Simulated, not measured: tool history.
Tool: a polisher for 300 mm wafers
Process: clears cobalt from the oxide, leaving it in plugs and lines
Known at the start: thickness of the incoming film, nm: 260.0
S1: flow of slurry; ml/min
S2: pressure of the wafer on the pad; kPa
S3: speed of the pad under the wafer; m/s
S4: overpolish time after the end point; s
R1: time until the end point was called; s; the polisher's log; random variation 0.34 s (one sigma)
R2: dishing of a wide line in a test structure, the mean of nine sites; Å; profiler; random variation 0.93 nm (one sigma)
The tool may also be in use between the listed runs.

run	hour	S1	S2	S3	S4	R1	R2
1	0	245	10.3	1.08	22	56.658	576.82
2	5.4	245	11.7	1.1	19	50.441	551.75
3	11.7	245	11.7	0.92	19	60.768	510.11
4	16.9	245	12.4	0.98	17	54.387	520.09
5	20.5	245	13.1	1.04	15	50.672	519.41
6	22.6	285	13.1	1.04	15	49.892	515.08
7	28.9	355	15.9	1.26	7	35.288	392.63
8	30.9	345	15.9	1.28	8	34.535	445.45

Run 9 comes next. What will it give?
9	38.1	340	15.9	1.3	8	?	?

R1: 34.471 s
R2: 444.79 Å
